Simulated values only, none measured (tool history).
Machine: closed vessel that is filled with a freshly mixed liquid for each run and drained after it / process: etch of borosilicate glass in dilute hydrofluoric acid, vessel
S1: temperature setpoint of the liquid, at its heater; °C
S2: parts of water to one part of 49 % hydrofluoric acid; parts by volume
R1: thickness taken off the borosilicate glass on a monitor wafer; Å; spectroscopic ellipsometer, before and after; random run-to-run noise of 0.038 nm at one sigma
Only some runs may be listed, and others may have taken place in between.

run 1 hour=0 | S1=26 S2=275 time_in_the_liquid_(s)=30 | R1=39.098
run 2 hour=8.8 | S1=23.5 S2=275 time_in_the_liquid_(s)=30 | R1=35.092
run 3 hour=9.4 | S1=23.5 S2=275 time_in_the_liquid_(s)=30 | R1=36.036
run 4 hour=16.1 | S1=23.5 S2=240 time_in_the_liquid_(s)=30 | R1=41.808
run 5 hour=24.1 | S1=21.5 S2=240 time_in_the_liquid_(s)=30 | R1=39.678
run 6 hour=31.8 | S1=22 S2=240 time_in_the_liquid_(s)=30 | R1=40.147
run 7 hour=36.5 | S1=22.5 S2=240 time_in_the_liquid_(s)=30 | R1=40.307

Estimate the outcome of run 8 from the log above:
run 8 hour=45.4 | S1=22.5 S2=240 time_in_the_liquid_(s)=30 | R1=?

Run 8 gave R1 41.023 Å.

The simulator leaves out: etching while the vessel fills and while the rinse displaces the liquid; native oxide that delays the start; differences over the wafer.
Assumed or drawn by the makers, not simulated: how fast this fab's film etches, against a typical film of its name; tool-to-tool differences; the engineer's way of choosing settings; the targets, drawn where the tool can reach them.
